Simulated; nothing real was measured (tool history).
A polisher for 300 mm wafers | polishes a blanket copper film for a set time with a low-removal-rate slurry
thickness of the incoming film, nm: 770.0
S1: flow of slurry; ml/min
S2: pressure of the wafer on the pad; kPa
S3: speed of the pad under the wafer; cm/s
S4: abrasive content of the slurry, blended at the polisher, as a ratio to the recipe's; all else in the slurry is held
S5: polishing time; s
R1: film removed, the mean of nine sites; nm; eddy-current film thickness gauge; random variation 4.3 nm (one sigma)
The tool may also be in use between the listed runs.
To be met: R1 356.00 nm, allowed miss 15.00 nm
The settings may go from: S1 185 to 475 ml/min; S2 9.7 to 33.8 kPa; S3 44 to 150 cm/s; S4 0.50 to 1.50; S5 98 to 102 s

run  hour   S1    S2  S3    S4  S5      R1
  1   0.0  305  21.4  96  1.00  98  276.78
  2   4.0  305  22.8  96  1.00  98  298.17
  3   4.7  305  22.8  96  1.20  98  307.94
  4   9.8  305  23.4  96  1.20  98  315.93
  5  18.1  235  23.4  96  1.20  98  310.87
  6  23.5  235  23.4  84  1.20  98  278.43
  7  31.7  235  23.4  84  1.20  98  275.20
  8  32.4  235  24.8  84  1.20  98  292.75
     35.7  -- worn pad replaced by a new one
  9  35.7  235  26.2  84  1.20  98  325.02

Which of these 5 next moves meets every target?
  A  39.0  200  22.8  88  1.45  98   ?
  B  39.0  260  22.1  92  1.15  98   ?
  C  39.0  250  24.1  78  1.10  98   ?
  D  39.0  245  24.8  76  1.20  98   ?
  E  39.0  235  27.6  88  1.20  98   ?

move      R1
   A  309.31
   B  304.63
   C  291.72
   D  299.68
   E  365.71
A: further off than the last run
B: further off than the last run
C: further off than the last run
D: further off than the last run
E: meets every target
Answer: E

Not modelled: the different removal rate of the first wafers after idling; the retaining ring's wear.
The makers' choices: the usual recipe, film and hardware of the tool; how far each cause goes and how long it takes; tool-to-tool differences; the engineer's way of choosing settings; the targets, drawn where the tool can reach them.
